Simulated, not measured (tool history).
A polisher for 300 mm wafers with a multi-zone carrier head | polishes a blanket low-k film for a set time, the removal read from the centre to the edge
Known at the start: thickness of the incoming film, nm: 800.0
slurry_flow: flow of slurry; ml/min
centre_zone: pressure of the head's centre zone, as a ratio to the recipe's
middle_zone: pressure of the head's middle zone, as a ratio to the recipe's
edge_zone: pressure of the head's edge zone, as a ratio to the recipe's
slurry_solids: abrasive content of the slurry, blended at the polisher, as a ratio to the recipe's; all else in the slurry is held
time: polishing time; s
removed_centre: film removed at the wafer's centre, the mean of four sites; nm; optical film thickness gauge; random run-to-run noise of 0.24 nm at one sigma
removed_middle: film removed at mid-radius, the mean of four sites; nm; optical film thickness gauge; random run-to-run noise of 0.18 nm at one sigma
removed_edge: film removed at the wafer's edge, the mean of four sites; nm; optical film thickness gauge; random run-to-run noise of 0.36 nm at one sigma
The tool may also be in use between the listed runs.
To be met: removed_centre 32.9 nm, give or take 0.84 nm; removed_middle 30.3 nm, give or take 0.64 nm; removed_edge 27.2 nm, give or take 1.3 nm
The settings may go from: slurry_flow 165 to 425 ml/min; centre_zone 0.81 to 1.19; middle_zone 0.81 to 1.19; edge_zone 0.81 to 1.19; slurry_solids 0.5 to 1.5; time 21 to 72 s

run 1 day=0 | slurry_flow=275 centre_zone=1 middle_zone=1 edge_zone=1 slurry_solids=1 time=46 | removed_centre=19.379 removed_middle=19.021 removed_edge=19.019
run 2 day=0.042 | slurry_flow=290 centre_zone=1.04 middle_zone=1.03 edge_zone=1.02 slurry_solids=1.1 time=47 | removed_centre=21.396 removed_middle=21.201 removed_edge=20.281
run 3 day=0.338 | slurry_flow=295 centre_zone=1.07 middle_zone=1.03 edge_zone=1.03 slurry_solids=1.2 time=48 | removed_centre=23.418 removed_middle=22.27 removed_edge=22.073
run 4 day=0.458 | slurry_flow=295 centre_zone=1.07 middle_zone=1.08 edge_zone=1.03 slurry_solids=1.2 time=48 | removed_centre=23.615 removed_middle=23.062 removed_edge=21.956
run 5 day=0.696 | slurry_flow=305 centre_zone=1.09 middle_zone=1.1 edge_zone=1.03 slurry_solids=1.25 time=49 | removed_centre=24.92 removed_middle=24.331 removed_edge=22.155
run 6 day=0.842 | slurry_flow=310 centre_zone=1.11 middle_zone=1.11 edge_zone=1.04 slurry_solids=1.3 time=50 | removed_centre=25.915 removed_middle=25.375 removed_edge=23.771
run 7 day=1.192 | slurry_flow=315 centre_zone=1.13 middle_zone=1.11 edge_zone=1.02 slurry_solids=1.35 time=51 | removed_centre=27.349 removed_middle=26.251 removed_edge=24.046
run 8 day=1.25 | slurry_flow=320 centre_zone=1.14 middle_zone=1.11 edge_zone=1.02 slurry_solids=1.4 time=52 | removed_centre=28.427 removed_middle=27.683 removed_edge=24.804
run 9 day=1.379 | slurry_flow=320 centre_zone=1.15 middle_zone=1.1 edge_zone=1.01 slurry_solids=1.4 time=53 | removed_centre=29.769 removed_middle=27.658 removed_edge=25.697
run 10 day=1.729 | slurry_flow=325 centre_zone=1.16 middle_zone=1.11 edge_zone=1.01 slurry_solids=1.4 time=53 | removed_centre=30.074 removed_middle=27.911 removed_edge=25.528
run 11 day=1.767 | slurry_flow=330 centre_zone=1.17 middle_zone=1.11 edge_zone=1.01 slurry_solids=1.4 time=53 | removed_centre=29.856 removed_middle=27.931 removed_edge=24.884
run 12 day=2.075 | slurry_flow=330 centre_zone=1.18 middle_zone=1.11 edge_zone=1.01 slurry_solids=1.45 time=54 | removed_centre=31.306 removed_middle=28.729 removed_edge=26.065

Exactly one of the 4 candidate moves below puts every result within its allowed miss. Which one?
run A day=2.383 | slurry_flow=320 centre_zone=1.17 middle_zone=1.05 edge_zone=0.99 slurry_solids=1.3 time=59 | removed_centre=? removed_middle=? removed_edge=?
run B day=2.383 | slurry_flow=400 centre_zone=1.17 middle_zone=1.1 edge_zone=0.99 slurry_solids=1.4 time=57 | removed_centre=? removed_middle=? removed_edge=?
run C day=2.383 | slurry_flow=195 centre_zone=1.16 middle_zone=1.02 edge_zone=1.08 slurry_solids=1.45 time=56 | removed_centre=? removed_middle=? removed_edge=?
run D day=2.383 | slurry_flow=300 centre_zone=1.19 middle_zone=1.07 edge_zone=1.02 slurry_solids=1.5 time=56 | removed_centre=? removed_middle=? removed_edge=?

move=A removed_centre=32.316 removed_middle=28.802 removed_edge=26.752
move=B removed_centre=32.684 removed_middle=30.25 removed_edge=26.882
move=C removed_centre=30.004 removed_middle=26.451 removed_edge=26.599
move=D removed_centre=32.645 removed_middle=29.082 removed_edge=26.999
A: as far off as the last run
B: each result inside its tolerance
C: further off than the last run
D: nearer than the last run, and not there yet
Correct choice: B, which meets every target

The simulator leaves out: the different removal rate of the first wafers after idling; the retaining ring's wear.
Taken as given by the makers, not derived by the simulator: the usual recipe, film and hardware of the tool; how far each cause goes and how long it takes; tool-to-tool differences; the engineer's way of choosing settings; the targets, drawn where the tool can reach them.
